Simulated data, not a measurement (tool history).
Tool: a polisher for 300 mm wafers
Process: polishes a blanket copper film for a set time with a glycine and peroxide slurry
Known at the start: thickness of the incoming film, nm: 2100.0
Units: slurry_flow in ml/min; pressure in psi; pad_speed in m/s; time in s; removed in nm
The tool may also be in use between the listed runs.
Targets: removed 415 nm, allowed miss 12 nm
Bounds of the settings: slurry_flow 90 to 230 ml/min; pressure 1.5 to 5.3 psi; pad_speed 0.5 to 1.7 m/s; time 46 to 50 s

Run 1, hour 0: slurry_flow 150 ml/min, pressure 3.4 psi, pad_speed 1.1 m/s, time 50 s. Result: removed 353.65 nm.
Run 2, hour 2: slurry_flow 155 ml/min, pressure 3.5 psi, pad_speed 1.1 m/s, time 50 s. Result: removed 371.77 nm.
Run 3, hour 3.1: slurry_flow 165 ml/min, pressure 3.5 psi, pad_speed 1.1 m/s, time 50 s. Result: removed 376.79 nm.
Run 4, hour 5.5: slurry_flow 165 ml/min, pressure 3.5 psi, pad_speed 1.1 m/s, time 50 s. Result: removed 374.23 nm.
Run 5, hour 11: slurry_flow 165 ml/min, pressure 2.8 psi, pad_speed 1.1 m/s, time 50 s. Result: removed 314.35 nm.
Run 6, hour 17: slurry_flow 165 ml/min, pressure 3.3 psi, pad_speed 1.1 m/s, time 50 s. Result: removed 356.3 nm.
Run 7, hour 19.3: slurry_flow 175 ml/min, pressure 3.4 psi, pad_speed 1.1 m/s, time 50 s. Result: removed 366.11 nm.
Run 8, hour 26: slurry_flow 175 ml/min, pressure 3.5 psi, pad_speed 1.1 m/s, time 50 s. Result: removed 372.66 nm.
Run 9, hour 32.9: slurry_flow 175 ml/min, pressure 3.6 psi, pad_speed 1.1 m/s, time 50 s. Result: removed 383.8 nm.
Run 10, hour 36.7: slurry_flow 175 ml/min, pressure 3.7 psi, pad_speed 1.1 m/s, time 50 s. Result: removed 394.11 nm.

Which of these 5 next moves meets every target?
Run A, hour 40.5: slurry_flow 150 ml/min, pressure 3 psi, pad_speed 1.32 m/s, time 50 s. Result: removed ?.
Run B, hour 40.5: slurry_flow 175 ml/min, pressure 3.6 psi, pad_speed 1.14 m/s, time 46 s. Result: removed ?.
Run C, hour 40.5: slurry_flow 145 ml/min, pressure 4.3 psi, pad_speed 0.94 m/s, time 50 s. Result: removed ?.
Run D, hour 40.5: slurry_flow 170 ml/min, pressure 3.4 psi, pad_speed 1.3 m/s, time 49 s. Result: removed ?.
Run E, hour 40.5: slurry_flow 145 ml/min, pressure 3.7 psi, pad_speed 1.1 m/s, time 50 s. Result: removed ?.

move  removed
   A   378.49
   B   367.96
   C   380.55
   D   416.73
   E   383.68
A: further off than the last run
B: further off than the last run
C: further off than the last run
D: meets every target
E: further off than the last run
The right move is D.
